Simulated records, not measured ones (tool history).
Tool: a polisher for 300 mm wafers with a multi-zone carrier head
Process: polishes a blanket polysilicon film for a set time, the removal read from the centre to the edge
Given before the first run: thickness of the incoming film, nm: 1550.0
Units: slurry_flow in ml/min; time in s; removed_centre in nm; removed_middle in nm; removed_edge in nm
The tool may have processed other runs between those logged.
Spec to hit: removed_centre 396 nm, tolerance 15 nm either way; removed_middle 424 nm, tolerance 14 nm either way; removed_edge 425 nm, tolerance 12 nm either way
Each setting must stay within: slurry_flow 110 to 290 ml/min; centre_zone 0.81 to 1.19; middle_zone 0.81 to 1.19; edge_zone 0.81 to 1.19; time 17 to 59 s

run,hour,slurry_flow,centre_zone,middle_zone,edge_zone,time,removed_centre,removed_middle,removed_edge
1,0,185,1,1,1,38,298.73,294.25,296.95
2,8.8,185,1,1,1.07,38,294.18,296.7,309.63
3,12.2,185,1,0.97,1.07,38,295.54,285.79,312.88
4,16.5,195,1.01,1,1.1,40,317.96,314.48,332.76
5,17.9,200,1.01,1.02,1.12,42,338.18,331.15,358.48
6,21.4,210,1.01,1.06,1.13,43,348.03,352.87,371.72
7,24.6,220,1.01,1.09,1.14,44,361.93,375.41,378
8,28.3,225,1.01,1.1,1.15,45,369.1,395.69,391.92
9,28.9,230,1.01,1.1,1.16,45,367.87,388.56,393.97
10,37,230,1.01,1.11,1.17,46,380.46,396.61,405.34

Exactly one of the 5 candidate moves below puts every result within its allowed miss. Which one?
A,45.1,225,1.02,1.14,1.19,48,?,?,?
B,45.1,280,1.05,1.19,1.08,45,?,?,?
C,45.1,280,0.94,1.19,1.12,46,?,?,?
D,45.1,275,1.06,1.09,1.12,43,?,?,?
E,45.1,215,0.92,1.16,1.16,48,?,?,?

move,removed_centre,removed_middle,removed_edge
A,391.42,426.74,419.38
B,389.2,426.31,381.34
C,355.87,436.01,397.06
D,374.41,376.94,371.11
E,350.32,430.68,411.76
A: all results in spec
B: the furthest-off result lands on target, but another misses its tolerance
C: the furthest-off result lands on target, but another misses its tolerance
D: lands further from the targets than the last run did
E: the furthest-off result lands on target, but another misses its tolerance
Answer: A
